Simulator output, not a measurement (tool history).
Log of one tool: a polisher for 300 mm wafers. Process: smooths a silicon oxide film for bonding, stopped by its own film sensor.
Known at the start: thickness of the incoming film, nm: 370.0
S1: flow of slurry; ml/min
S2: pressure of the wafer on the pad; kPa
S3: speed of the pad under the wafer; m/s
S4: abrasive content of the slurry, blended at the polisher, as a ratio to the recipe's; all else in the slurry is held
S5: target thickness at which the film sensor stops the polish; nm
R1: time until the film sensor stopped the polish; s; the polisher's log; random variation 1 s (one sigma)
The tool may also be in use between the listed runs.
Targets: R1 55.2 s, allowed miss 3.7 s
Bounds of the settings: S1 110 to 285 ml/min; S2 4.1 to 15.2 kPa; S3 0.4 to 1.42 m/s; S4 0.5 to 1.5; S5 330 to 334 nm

Run 1, day 0: S1 180 ml/min, S2 9.7 kPa, S3 0.9 m/s, S4 1, S5 330 nm. Result: R1 104.58 s.
Run 2, day 0.212: S1 180 ml/min, S2 11 kPa, S3 0.9 m/s, S4 1, S5 330 nm. Result: R1 91.851 s.
Run 3, day 0.308: S1 180 ml/min, S2 11 kPa, S3 0.9 m/s, S4 1, S5 334 nm. Result: R1 84.399 s.
Run 4, day 0.504: S1 180 ml/min, S2 11.7 kPa, S3 0.92 m/s, S4 1, S5 334 nm. Result: R1 73.233 s.
Run 5, day 0.696: S1 205 ml/min, S2 11.7 kPa, S3 0.92 m/s, S4 1, S5 334 nm. Result: R1 74.822 s.
Run 6, day 0.925: S1 205 ml/min, S2 12.4 kPa, S3 0.92 m/s, S4 1, S5 334 nm. Result: R1 73.71 s.
Run 7, day 1.017: S1 205 ml/min, S2 12.4 kPa, S3 0.92 m/s, S4 1, S5 334 nm. Result: R1 72.429 s.
Run 8, day 1.183: S1 205 ml/min, S2 12.4 kPa, S3 0.92 m/s, S4 1, S5 334 nm. Result: R1 70.906 s.
Run 9, day 1.408: S1 205 ml/min, S2 13.1 kPa, S3 0.92 m/s, S4 1, S5 334 nm. Result: R1 67.043 s.
Run 10, day 1.529: S1 205 ml/min, S2 13.8 kPa, S3 0.92 m/s, S4 1, S5 334 nm. Result: R1 64.391 s.
Run 11, day 1.683: S1 205 ml/min, S2 13.8 kPa, S3 0.94 m/s, S4 1, S5 334 nm. Result: R1 62.123 s.
Run 12, day 1.821: S1 205 ml/min, S2 13.8 kPa, S3 0.94 m/s, S4 1, S5 334 nm. Result: R1 63.212 s.
Run 13, day 1.95: S1 205 ml/min, S2 14.5 kPa, S3 0.96 m/s, S4 1, S5 334 nm. Result: R1 60.3 s.

4 next moves are on the table. One of them brings every result within its allowed miss. Which?
Run A, day 2.079: S1 240 ml/min, S2 12.4 kPa, S3 1.08 m/s, S4 0.95, S5 331 nm. Result: R1 ?.
Run B, day 2.079: S1 175 ml/min, S2 15.2 kPa, S3 1.26 m/s, S4 1.15, S5 332 nm. Result: R1 ?.
Run C, day 2.079: S1 215 ml/min, S2 14.5 kPa, S3 1.1 m/s, S4 0.9, S5 334 nm. Result: R1 ?.
Run D, day 2.079: S1 180 ml/min, S2 15.2 kPa, S3 1.1 m/s, S4 1.35, S5 334 nm. Result: R1 ?.

move      R1
   A  65.253
   B  45.272
   C  52.649
   D  45.279
A: further off than the last run
B: takes the result that was furthest off past its target
C: meets every target
D: takes the result that was furthest off past its target
Move C is the one to make.
